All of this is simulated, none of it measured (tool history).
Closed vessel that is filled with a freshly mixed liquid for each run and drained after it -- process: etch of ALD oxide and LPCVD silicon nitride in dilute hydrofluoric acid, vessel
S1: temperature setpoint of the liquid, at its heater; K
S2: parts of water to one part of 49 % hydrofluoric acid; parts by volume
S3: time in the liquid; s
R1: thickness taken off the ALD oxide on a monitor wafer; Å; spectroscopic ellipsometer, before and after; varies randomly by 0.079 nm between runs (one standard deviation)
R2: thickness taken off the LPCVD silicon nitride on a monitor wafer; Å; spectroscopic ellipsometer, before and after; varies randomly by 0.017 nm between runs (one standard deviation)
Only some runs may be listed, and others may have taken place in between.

run	day	S1	S2	S3	R1	R2
1	0.000	298.15	60	60	231.16	6.0946
2	0.383	297.15	65	60	203.38	5.5186
3	0.642	294.65	65	60	181.01	4.8560
4	0.783	294.15	65	60	181.38	4.1457
5	1.058	294.15	85	60	134.56	2.9086
6	1.129	296.65	85	60	150.36	4.0460
7	1.204	296.15	85	60	146.77	3.8553

Predict the results of run 8:
8	1.517	295.65	85	60	?	?

R1: 143.00 Å
R2: 3.0684 Å
